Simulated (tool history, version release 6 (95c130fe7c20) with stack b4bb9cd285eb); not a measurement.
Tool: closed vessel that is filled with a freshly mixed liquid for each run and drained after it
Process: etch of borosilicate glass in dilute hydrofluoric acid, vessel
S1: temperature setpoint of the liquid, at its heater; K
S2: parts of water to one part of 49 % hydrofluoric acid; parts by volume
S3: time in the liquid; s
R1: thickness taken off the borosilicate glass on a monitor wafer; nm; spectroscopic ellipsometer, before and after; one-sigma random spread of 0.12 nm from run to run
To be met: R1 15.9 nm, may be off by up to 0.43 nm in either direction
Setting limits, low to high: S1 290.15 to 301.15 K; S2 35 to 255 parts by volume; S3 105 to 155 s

Run 1, hour 0: S1 293.15 K, S2 145 parts by volume, S3 155 s. Result: R1 17.865 nm.
Run 2, hour 5: S1 292.15 K, S2 145 parts by volume, S3 155 s. Result: R1 16.821 nm.
Run 3, hour 10.2: S1 292.15 K, S2 145 parts by volume, S3 105 s. Result: R1 11.631 nm.
Run 4, hour 18.3: S1 294.15 K, S2 145 parts by volume, S3 105 s. Result: R1 12.492 nm.
Run 5, hour 23: S1 294.15 K, S2 145 parts by volume, S3 105 s. Result: R1 12.491 nm.
Run 6, hour 29: S1 290.65 K, S2 145 parts by volume, S3 105 s. Result: R1 10.722 nm.
Run 7, hour 34.1: S1 292.15 K, S2 145 parts by volume, S3 105 s. Result: R1 11.482 nm.
Run 8, hour 40.9: S1 293.65 K, S2 145 parts by volume, S3 105 s. Result: R1 12.3 nm.
Run 9, hour 45.4: S1 295.65 K, S2 145 parts by volume, S3 105 s. Result: R1 13.439 nm.
Run 10, hour 51.3: S1 297.15 K, S2 145 parts by volume, S3 105 s. Result: R1 14.319 nm.
Run 11, hour 58.9: S1 298.15 K, S2 145 parts by volume, S3 105 s. Result: R1 14.783 nm.

Of the 4 settings listed for the next run, only one would bring every result within its allowed miss of target. Which one?
Run A, hour 66.5: S1 299.65 K, S2 160 parts by volume, S3 110 s. Result: R1 ?.
Run B, hour 66.5: S1 299.65 K, S2 145 parts by volume, S3 115 s. Result: R1 ?.
Run C, hour 66.5: S1 296.15 K, S2 155 parts by volume, S3 110 s. Result: R1 ?.
Run D, hour 66.5: S1 293.15 K, S2 115 parts by volume, S3 105 s. Result: R1 ?.

move      R1
   A  14.638
   B  17.195
   C  13.317
   D  15.899
A: moves away from the targets compared with the last run
B: carries the result that was furthest off beyond its target, to the other side
C: moves away from the targets compared with the last run
D: in spec on every target
D meets every target.
